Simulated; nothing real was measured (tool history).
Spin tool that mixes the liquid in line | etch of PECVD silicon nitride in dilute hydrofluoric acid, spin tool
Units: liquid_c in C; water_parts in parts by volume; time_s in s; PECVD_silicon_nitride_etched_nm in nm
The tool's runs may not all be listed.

run	day	liquid_c	water_parts	time_s	PECVD_silicon_nitride_etched_nm
1	0	24	110	100	4.3864
2	0.321	24	110	80	3.4793
3	0.454	25	110	80	3.7718
4	0.646	26	105	80	4.218
5	0.838	27	105	80	4.4642
6	0.879	27.5	105	80	4.6347
7	1.138	28	105	80	4.7745
8	1.304	28.5	105	80	4.92
9	1.592	29	105	80	5.0954
10	1.762	29.5	105	80	5.2803
11	1.792	30	105	80	5.448
12	2.021	30.5	105	80	5.5669
13	2.054	31.5	100	80	6.2859
14	2.296	31.5	100	80	6.201

Run 15 comes next. What will it give?
15	2.525	32	100	80	?

PECVD_silicon_nitride_etched_nm: 6.4498 nm

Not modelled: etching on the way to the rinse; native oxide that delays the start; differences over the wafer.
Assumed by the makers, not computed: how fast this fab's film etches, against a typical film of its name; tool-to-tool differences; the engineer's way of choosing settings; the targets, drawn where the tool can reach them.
